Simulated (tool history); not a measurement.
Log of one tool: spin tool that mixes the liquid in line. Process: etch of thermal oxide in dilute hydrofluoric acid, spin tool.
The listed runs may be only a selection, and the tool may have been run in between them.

run,hour,temperature setpoint of the liquid (K),parts of water to one part of 49 % hydrofluoric acid (parts by volume),time under the liquid (s),thickness taken off the thermal oxide on a monitor wafer (Å)
1,0,297.15,130,265,85.591
2,6.5,296.15,130,265,80.878
3,14.1,296.15,105,265,106.51
4,16.7,297.65,105,265,110.56
5,25.6,296.15,110,265,99
6,31.2,295.15,115,265,89.516
7,31.8,294.15,115,265,87.028
# hour 37.3: hydrofluoric acid flow meter replaced
8,37.3,293.65,115,265,97.577

Estimate the outcome of run 9 from the log above:
9,42.4,293.65,120,265,?

thickness taken off the thermal oxide on a monitor wafer (Å): 93.196
